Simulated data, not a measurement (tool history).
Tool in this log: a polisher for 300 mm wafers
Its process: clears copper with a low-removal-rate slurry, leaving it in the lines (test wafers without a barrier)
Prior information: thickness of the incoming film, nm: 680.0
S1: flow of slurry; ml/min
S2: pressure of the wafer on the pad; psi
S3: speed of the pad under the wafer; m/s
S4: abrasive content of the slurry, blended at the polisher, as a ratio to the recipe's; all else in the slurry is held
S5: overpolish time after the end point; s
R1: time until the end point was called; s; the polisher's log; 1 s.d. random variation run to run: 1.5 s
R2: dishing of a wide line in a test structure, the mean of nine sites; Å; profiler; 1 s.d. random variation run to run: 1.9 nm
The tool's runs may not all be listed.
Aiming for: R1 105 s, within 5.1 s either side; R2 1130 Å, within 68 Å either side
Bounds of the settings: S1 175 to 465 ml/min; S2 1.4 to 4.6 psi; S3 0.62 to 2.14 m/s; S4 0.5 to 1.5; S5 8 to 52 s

Run 1, day 0: S1 295 ml/min, S2 3 psi, S3 1.38 m/s, S4 1, S5 26 s. Result: R1 195 s, R2 639.66 Å.
Run 2, day 0.358: S1 295 ml/min, S2 3 psi, S3 1.38 m/s, S4 0.9, S5 26 s. Result: R1 197.03 s, R2 618.77 Å.
Run 3, day 0.5: S1 295 ml/min, S2 2.4 psi, S3 1.38 m/s, S4 0.9, S5 26 s. Result: R1 243.88 s, R2 535.46 Å.
Run 4, day 0.638: S1 295 ml/min, S2 2.4 psi, S3 1.38 m/s, S4 1.05, S5 26 s. Result: R1 226.39 s, R2 543.06 Å.
Run 5, day 0.917: S1 295 ml/min, S2 3.1 psi, S3 1.38 m/s, S4 1.05, S5 26 s. Result: R1 188.27 s, R2 631.34 Å.
Run 6, day 1.221: S1 295 ml/min, S2 3.3 psi, S3 1.42 m/s, S4 1.05, S5 27 s. Result: R1 175.4 s, R2 706.5 Å.
Run 7, day 1.367: S1 295 ml/min, S2 3.5 psi, S3 1.46 m/s, S4 1.05, S5 27 s. Result: R1 164.27 s, R2 745.03 Å.
Run 8, day 1.492: S1 295 ml/min, S2 3.5 psi, S3 1.46 m/s, S4 1.05, S5 27 s. Result: R1 159.43 s, R2 718.78 Å.
Run 9, day 1.55: S1 295 ml/min, S2 3.7 psi, S3 1.5 m/s, S4 1.05, S5 28 s. Result: R1 150.02 s, R2 806.25 Å.
Run 10, day 1.879: S1 300 ml/min, S2 4.5 psi, S3 1.7 m/s, S4 1.05, S5 27 s. Result: R1 111.07 s, R2 938.79 Å.
Run 11, day 2.033: S1 300 ml/min, S2 4.5 psi, S3 1.7 m/s, S4 1.05, S5 28 s. Result: R1 113.77 s, R2 945.38 Å.

Below are 5 possible settings for the next run. Only one of them brings all results inside the allowed miss of their targets. Which is it?
Run A, day 2.188: S1 350 ml/min, S2 4.1 psi, S3 1.86 m/s, S4 0.85, S5 22 s. Result: R1 ?, R2 ?.
Run B, day 2.188: S1 325 ml/min, S2 4.4 psi, S3 1.9 m/s, S4 1.05, S5 18 s. Result: R1 ?, R2 ?.
Run C, day 2.188: S1 300 ml/min, S2 4.6 psi, S3 1.8 m/s, S4 1.05, S5 34 s. Result: R1 ?, R2 ?.
Run D, day 2.188: S1 335 ml/min, S2 4.6 psi, S3 1.46 m/s, S4 1.15, S5 43 s. Result: R1 ?, R2 ?.
Run E, day 2.188: S1 310 ml/min, S2 4.2 psi, S3 1.76 m/s, S4 0.9, S5 35 s. Result: R1 ?, R2 ?.

move      R1      R2
   A  121.47  811.57
   B   107.1  776.44
   C  108.54  1125.5
   D  124.86    1176
   E  124.13  1055.8
A: further off than the last run
B: further off than the last run
C: all results land within tolerance of their targets
D: brings the result that was furthest off to its target, and leaves another outside
E: further off than the last run
So the answer is move C, the one that meets all the targets.

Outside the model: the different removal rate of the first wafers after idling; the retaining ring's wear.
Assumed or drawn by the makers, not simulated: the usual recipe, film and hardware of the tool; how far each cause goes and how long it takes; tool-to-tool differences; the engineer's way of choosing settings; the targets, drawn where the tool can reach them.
